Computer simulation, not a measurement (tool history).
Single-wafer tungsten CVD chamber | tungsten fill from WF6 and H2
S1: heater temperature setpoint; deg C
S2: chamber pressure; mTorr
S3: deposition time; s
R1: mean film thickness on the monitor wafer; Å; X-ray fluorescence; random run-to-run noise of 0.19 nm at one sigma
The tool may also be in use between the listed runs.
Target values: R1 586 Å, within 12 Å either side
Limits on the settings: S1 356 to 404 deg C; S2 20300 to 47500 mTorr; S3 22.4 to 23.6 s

run 1 hour=0 | S1=380 S2=33900 S3=23.6 | R1=463.76
run 2 hour=2.5 | S1=382 S2=33900 S3=23.6 | R1=480.25
run 3 hour=10.4 | S1=382 S2=36400 S3=23.6 | R1=495.67
run 4 hour=19.1 | S1=383 S2=36400 S3=23.6 | R1=505.41
run 5 hour=26.7 | S1=383 S2=31300 S3=23.6 | R1=473.52
run 6 hour=33.7 | S1=383 S2=25300 S3=23.6 | R1=433.03
run 7 hour=39.2 | S1=385 S2=25400 S3=23.6 | R1=453.3
run 8 hour=43.8 | S1=387 S2=25500 S3=23.6 | R1=466.39
run 9 hour=45.9 | S1=389 S2=25600 S3=23.6 | R1=483.23

Which of these 4 next moves meets every target?
run A hour=48 | S1=397 S2=23400 S3=23.6 | R1=?
run B hour=48 | S1=395 S2=31600 S3=23.6 | R1=?
run C hour=48 | S1=378 S2=23300 S3=22.4 | R1=?
run D hour=48 | S1=390 S2=31900 S3=23.6 | R1=?

move=A R1=534.66
move=B R1=583.76
move=C R1=364.71
move=D R1=538.63
A: moves toward the targets from the last run without getting all of them in spec
B: meets every target
C: misses by more than the last run did
D: moves toward the targets from the last run without getting all of them in spec
Move B is the one to make.
